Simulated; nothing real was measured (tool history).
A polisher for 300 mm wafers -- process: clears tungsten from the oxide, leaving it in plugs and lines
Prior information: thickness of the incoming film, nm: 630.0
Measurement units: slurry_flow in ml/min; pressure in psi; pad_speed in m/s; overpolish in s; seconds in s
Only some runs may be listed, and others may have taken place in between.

run 1 hour=0 | slurry_flow=265 pressure=3.8 pad_speed=1.34 slurry_solids=1 overpolish=7 | seconds=79.931
run 2 hour=1.2 | slurry_flow=265 pressure=4.3 pad_speed=1.36 slurry_solids=1 overpolish=7 | seconds=69.631
run 3 hour=7.5 | slurry_flow=265 pressure=5.2 pad_speed=1.36 slurry_solids=1 overpolish=7 | seconds=59.534
run 4 hour=14.6 | slurry_flow=265 pressure=5.2 pad_speed=1.36 slurry_solids=1 overpolish=7 | seconds=57.854
run 5 hour=18.9 | slurry_flow=265 pressure=5.2 pad_speed=1.36 slurry_solids=1 overpolish=7 | seconds=57.215
run 6 hour=22.6 | slurry_flow=310 pressure=5.2 pad_speed=1.36 slurry_solids=1 overpolish=7 | seconds=58.545

Run 7 has not been measured yet. What should we expect?
run 7 hour=29.1 | slurry_flow=310 pressure=5.3 pad_speed=1.36 slurry_solids=1 overpolish=7 | seconds=?

Run 7 yielded seconds 55.937 s.

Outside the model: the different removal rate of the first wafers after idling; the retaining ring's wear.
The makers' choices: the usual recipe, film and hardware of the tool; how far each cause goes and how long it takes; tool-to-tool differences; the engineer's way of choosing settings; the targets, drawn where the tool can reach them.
